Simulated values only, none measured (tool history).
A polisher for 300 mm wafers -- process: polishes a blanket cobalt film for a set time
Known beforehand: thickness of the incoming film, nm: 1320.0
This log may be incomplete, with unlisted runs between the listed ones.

run,day,flow of slurry (ml/min),pressure of the wafer on the pad (kPa),speed of the pad under the wafer (m/s),polishing time (s),film removed (angstrom)
1,0,245,8.3,1.1,51,1968
2,0.125,245,8.3,0.94,51,1642.4
3,0.421,245,8.3,1.06,51,1824.7
4,0.508,295,8.3,1.06,51,1915
5,0.817,295,7.6,1.06,51,1691.3
6,0.962,295,6.9,1.04,51,1561.3
7,0.992,295,6.2,1.02,51,1360.1
8,1.254,295,5.5,1.02,51,1202.1
9,1.308,295,6.2,1.02,51,1404.1
10,1.421,295,5.5,1.02,51,1209

Run 11, settings as shown, results not yet in. Your forecast:
11,1.783,300,5.5,1.02,51,?

film removed (angstrom): 1201.1

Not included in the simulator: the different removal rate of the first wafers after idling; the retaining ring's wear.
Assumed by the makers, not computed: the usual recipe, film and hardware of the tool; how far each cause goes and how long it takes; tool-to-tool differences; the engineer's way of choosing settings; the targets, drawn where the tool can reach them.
